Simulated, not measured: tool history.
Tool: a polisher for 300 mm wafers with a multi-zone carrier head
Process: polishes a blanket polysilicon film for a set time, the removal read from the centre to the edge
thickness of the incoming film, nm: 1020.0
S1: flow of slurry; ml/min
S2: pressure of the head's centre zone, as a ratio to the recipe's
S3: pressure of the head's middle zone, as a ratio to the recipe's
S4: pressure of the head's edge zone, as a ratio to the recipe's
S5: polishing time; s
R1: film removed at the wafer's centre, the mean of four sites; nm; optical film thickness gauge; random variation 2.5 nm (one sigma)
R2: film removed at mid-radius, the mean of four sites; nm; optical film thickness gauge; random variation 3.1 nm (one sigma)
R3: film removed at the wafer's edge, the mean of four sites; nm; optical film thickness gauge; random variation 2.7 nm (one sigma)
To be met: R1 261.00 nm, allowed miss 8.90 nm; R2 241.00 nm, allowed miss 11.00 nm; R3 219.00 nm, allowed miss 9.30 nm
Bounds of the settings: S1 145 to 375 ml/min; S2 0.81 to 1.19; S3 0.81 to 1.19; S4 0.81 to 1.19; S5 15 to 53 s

Run 1, day 0.000: S1 240 ml/min, S2 1.00, S3 1.00, S4 1.00, S5 34 s. Result: R1 282.63 nm, R2 285.25 nm, R3 283.54 nm.
Run 2, day 0.342: S1 240 ml/min, S2 1.00, S3 1.00, S4 1.00, S5 41 s. Result: R1 337.24 nm, R2 338.78 nm, R3 336.20 nm.
Run 3, day 0.554: S1 300 ml/min, S2 1.00, S3 1.00, S4 1.00, S5 41 s. Result: R1 354.15 nm, R2 362.36 nm, R3 345.92 nm.
Run 4, day 0.704: S1 250 ml/min, S2 1.00, S3 1.00, S4 1.00, S5 41 s. Result: R1 342.62 nm, R2 341.20 nm, R3 340.03 nm.
Run 5, day 0.796: S1 260 ml/min, S2 1.02, S3 0.99, S4 0.97, S5 38 s. Result: R1 328.18 nm, R2 315.24 nm, R3 309.28 nm.
Run 6, day 0.921: S1 265 ml/min, S2 1.02, S3 0.99, S4 0.94, S5 36 s. Result: R1 307.02 nm, R2 314.18 nm, R3 286.84 nm.
Run 7, day 1.167: S1 260 ml/min, S2 1.03, S3 0.96, S4 0.92, S5 34 s. Result: R1 297.12 nm, R2 271.46 nm, R3 267.72 nm.
Run 8, day 1.458: S1 255 ml/min, S2 1.03, S3 0.96, S4 0.90, S5 33 s. Result: R1 282.75 nm, R2 269.82 nm, R3 256.81 nm.
Run 9, day 1.658: S1 245 ml/min, S2 1.10, S3 0.92, S4 0.81, S5 28 s. Result: R1 258.63 nm, R2 218.61 nm, R3 214.59 nm.
Run 10, day 1.867: S1 250 ml/min, S2 1.10, S3 0.93, S4 0.81, S5 28 s. Result: R1 255.40 nm, R2 227.08 nm, R3 207.73 nm.
Run 11, day 1.917: S1 255 ml/min, S2 1.10, S3 0.94, S4 0.82, S5 28 s. Result: R1 259.40 nm, R2 227.13 nm, R3 211.34 nm.
Run 12, day 1.950: S1 255 ml/min, S2 1.10, S3 0.95, S4 0.83, S5 28 s. Result: R1 255.63 nm, R2 222.00 nm, R3 219.36 nm.

5 next moves are on the table. One of them brings every result within its allowed miss. Which?
Run A, day 1.983: S1 305 ml/min, S2 1.13, S3 1.05, S4 0.90, S5 27 s. Result: R1 ?, R2 ?, R3 ?.
Run B, day 1.983: S1 255 ml/min, S2 1.00, S3 1.02, S4 0.86, S5 31 s. Result: R1 ?, R2 ?, R3 ?.
Run C, day 1.983: S1 280 ml/min, S2 1.08, S3 0.82, S4 0.87, S5 28 s. Result: R1 ?, R2 ?, R3 ?.
Run D, day 1.983: S1 295 ml/min, S2 1.03, S3 1.04, S4 0.95, S5 27 s. Result: R1 ?, R2 ?, R3 ?.
Run E, day 1.983: S1 230 ml/min, S2 0.91, S3 0.94, S4 0.86, S5 33 s. Result: R1 ?, R2 ?, R3 ?.

move      R1      R2      R3
   A  261.60  244.17  213.12
   B  259.67  268.78  236.29
   C  256.23  207.68  216.84
   D  237.37  241.61  217.82
   E  247.45  265.05  249.21
A: meets every target
B: takes the result that was furthest off past its target
C: further off than the last run
D: brings the result that was furthest off to its target, and leaves another outside
E: takes the result that was furthest off past its target
Answer: A
